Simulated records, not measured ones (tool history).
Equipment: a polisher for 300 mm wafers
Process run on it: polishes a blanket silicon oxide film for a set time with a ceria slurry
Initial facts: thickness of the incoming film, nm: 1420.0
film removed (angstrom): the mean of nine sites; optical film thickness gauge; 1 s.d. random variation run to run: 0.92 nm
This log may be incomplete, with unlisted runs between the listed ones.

run,hour,flow of slurry (ml/min),pressure of the wafer on the pad (psi),speed of the pad under the wafer (m/s),polishing time (s),film removed (angstrom)
1,0.0,240,2.6,0.88,52,1749.3
2,2.2,240,2.4,0.88,52,1636.5
3,7.3,240,2.8,0.88,52,1891.5
4,14.9,240,2.5,0.88,52,1691.0
5,22.8,240,2.5,0.80,52,1553.5
6,29.1,240,2.3,0.80,52,1454.8
7,36.7,240,2.1,0.80,52,1348.4
8,42.1,240,2.0,0.80,52,1278.4
9,46.9,240,1.9,0.80,52,1203.1

What does the tool deliver on the next run?
10,49.7,240,1.8,0.80,52,?

{"run 10": {"film removed (angstrom)": 1161.9}}
